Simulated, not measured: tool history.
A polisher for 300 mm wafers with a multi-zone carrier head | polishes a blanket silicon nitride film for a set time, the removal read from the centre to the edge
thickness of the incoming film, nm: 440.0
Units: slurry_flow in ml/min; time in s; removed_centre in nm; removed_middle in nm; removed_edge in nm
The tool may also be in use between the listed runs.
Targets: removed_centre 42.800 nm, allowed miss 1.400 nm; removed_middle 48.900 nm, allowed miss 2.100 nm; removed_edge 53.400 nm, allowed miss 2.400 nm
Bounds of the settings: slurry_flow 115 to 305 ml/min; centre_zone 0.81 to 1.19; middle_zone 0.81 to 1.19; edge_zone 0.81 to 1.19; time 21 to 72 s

run,hour,slurry_flow,centre_zone,middle_zone,edge_zone,time,removed_centre,removed_middle,removed_edge
1,0.0,195,1.00,1.00,1.00,46,60.719,64.941,62.003
2,4.2,195,1.00,1.00,1.00,50,66.630,70.193,66.099
3,12.7,195,1.00,1.08,1.00,50,67.592,74.070,67.609
4,18.0,195,1.00,1.08,1.00,54,70.824,79.130,72.286
5,25.9,195,1.00,1.08,1.04,54,73.302,79.486,75.195
6,32.3,180,0.96,1.03,1.05,50,62.657,70.056,68.638
7,39.8,170,0.94,0.99,1.05,47,57.831,63.131,62.702
8,40.4,165,0.91,0.97,1.07,45,52.344,59.015,60.632
9,48.8,160,0.89,0.94,1.07,44,50.220,55.882,59.708
10,54.9,155,0.88,0.93,1.06,43,48.583,54.261,57.113
11,61.5,150,0.87,0.92,1.06,42,46.925,50.543,55.296
12,62.3,145,0.86,0.93,1.06,42,45.684,51.441,54.319
13,68.0,145,0.86,0.93,1.06,42,46.411,53.197,56.095
14,75.0,145,0.85,0.92,1.06,42,44.847,51.738,53.973

5 next moves are on the table. One of them brings every result within its allowed miss. Which?
A,82.0,140,0.86,0.95,1.04,43,?,?,?
B,82.0,145,0.88,0.97,0.98,44,?,?,?
C,82.0,190,0.87,0.96,1.19,37,?,?,?
D,82.0,125,0.88,0.83,1.08,43,?,?,?
E,82.0,145,0.93,0.92,0.97,41,?,?,?

move,removed_centre,removed_middle,removed_edge
A,46.667,53.891,54.634
B,49.181,56.587,54.661
C,43.493,49.766,52.578
D,45.992,46.778,54.584
E,48.068,50.434,50.725
A: further off than the last run
B: further off than the last run
C: meets every target
D: further off than the last run
E: further off than the last run
The right move is C.

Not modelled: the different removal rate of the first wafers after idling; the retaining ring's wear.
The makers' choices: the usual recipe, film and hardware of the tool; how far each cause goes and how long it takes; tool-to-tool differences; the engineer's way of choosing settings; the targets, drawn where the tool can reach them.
